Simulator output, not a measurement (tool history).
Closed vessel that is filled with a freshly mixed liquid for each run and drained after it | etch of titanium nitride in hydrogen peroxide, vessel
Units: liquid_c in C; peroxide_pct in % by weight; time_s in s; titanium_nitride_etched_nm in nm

Run 1, hour 0.0: liquid_c 54.0 C, peroxide_pct 15 % by weight, time_s 1680 s. Result: titanium_nitride_etched_nm 45.076 nm.
Run 2, hour 1.9: liquid_c 56.0 C, peroxide_pct 15 % by weight, time_s 1680 s. Result: titanium_nitride_etched_nm 51.559 nm.
Run 3, hour 10.8: liquid_c 56.0 C, peroxide_pct 15 % by weight, time_s 1790 s. Result: titanium_nitride_etched_nm 54.053 nm.
Run 4, hour 18.4: liquid_c 61.0 C, peroxide_pct 15 % by weight, time_s 1790 s. Result: titanium_nitride_etched_nm 78.535 nm.
Run 5, hour 20.6: liquid_c 61.5 C, peroxide_pct 15 % by weight, time_s 1790 s. Result: titanium_nitride_etched_nm 80.130 nm.
Run 6, hour 25.6: liquid_c 62.0 C, peroxide_pct 15 % by weight, time_s 1790 s. Result: titanium_nitride_etched_nm 83.952 nm.
Run 7, hour 27.3: liquid_c 62.5 C, peroxide_pct 15 % by weight, time_s 1790 s. Result: titanium_nitride_etched_nm 84.938 nm.

Forecast run 8:
Run 8, hour 28.5: liquid_c 63.0 C, peroxide_pct 15 % by weight, time_s 1790 s. Result: titanium_nitride_etched_nm ?.

{"run 8": {"titanium_nitride_etched_nm": 88.47}}
